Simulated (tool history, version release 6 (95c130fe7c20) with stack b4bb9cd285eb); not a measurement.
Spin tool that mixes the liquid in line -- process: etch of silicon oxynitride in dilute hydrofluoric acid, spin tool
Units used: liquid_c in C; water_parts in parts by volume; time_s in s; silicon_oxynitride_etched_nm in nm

{"run": 1, "day": 0.0, "liquid_c": 22, "water_parts": 215, "time_s": 305, "silicon_oxynitride_etched_nm": 2.755}
{"run": 2, "day": 0.338, "liquid_c": 22, "water_parts": 215, "time_s": 305, "silicon_oxynitride_etched_nm": 2.7762}
{"run": 3, "day": 0.425, "liquid_c": 23, "water_parts": 210, "time_s": 305, "silicon_oxynitride_etched_nm": 2.9855}
{"run": 4, "day": 0.592, "liquid_c": 24, "water_parts": 210, "time_s": 305, "silicon_oxynitride_etched_nm": 3.0414}
{"run": 5, "day": 0.642, "liquid_c": 26.5, "water_parts": 210, "time_s": 305, "silicon_oxynitride_etched_nm": 3.3254}
{"run": 6, "day": 0.796, "liquid_c": 24.5, "water_parts": 210, "time_s": 305, "silicon_oxynitride_etched_nm": 3.2752}
{"run": 7, "day": 1.129, "liquid_c": 25, "water_parts": 210, "time_s": 305, "silicon_oxynitride_etched_nm": 3.1816}

Estimate the outcome of run 8 from the log above:
{"run": 8, "day": 1.492, "liquid_c": 28, "water_parts": 170, "time_s": 305, "silicon_oxynitride_etched_nm": "?"}

Run 8 yielded silicon_oxynitride_etched_nm 4.6597 nm.
